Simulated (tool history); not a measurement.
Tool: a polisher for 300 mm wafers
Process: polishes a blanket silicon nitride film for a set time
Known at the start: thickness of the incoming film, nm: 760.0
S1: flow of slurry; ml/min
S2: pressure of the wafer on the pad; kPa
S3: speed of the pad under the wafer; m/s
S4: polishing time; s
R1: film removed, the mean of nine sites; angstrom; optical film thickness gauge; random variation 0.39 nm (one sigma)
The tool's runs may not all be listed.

run 1 day=0 | S1=290 S2=21.4 S3=1.04 S4=67 | R1=937.6
run 2 day=0.279 | S1=290 S2=21.4 S3=1.04 S4=67 | R1=930.87
run 3 day=0.412 | S1=290 S2=20 S3=1.04 S4=67 | R1=874.43
run 4 day=0.621 | S1=290 S2=20 S3=0.86 S4=67 | R1=777.5
run 5 day=0.983 | S1=290 S2=19.3 S3=0.86 S4=67 | R1=746.51
run 6 day=1.146 | S1=290 S2=18.6 S3=0.86 S4=67 | R1=733.64
run 7 day=1.492 | S1=290 S2=18.6 S3=0.86 S4=67 | R1=731.01
run 8 day=1.588 | S1=290 S2=17.9 S3=0.86 S4=67 | R1=700.12
run 9 day=1.896 | S1=290 S2=17.2 S3=0.86 S4=67 | R1=681.33

The next listed run, before its measurement:
run 10 day=2.075 | S1=290 S2=16.5 S3=0.86 S4=67 | R1=?

{"run 10": {"R1": 652.01}}
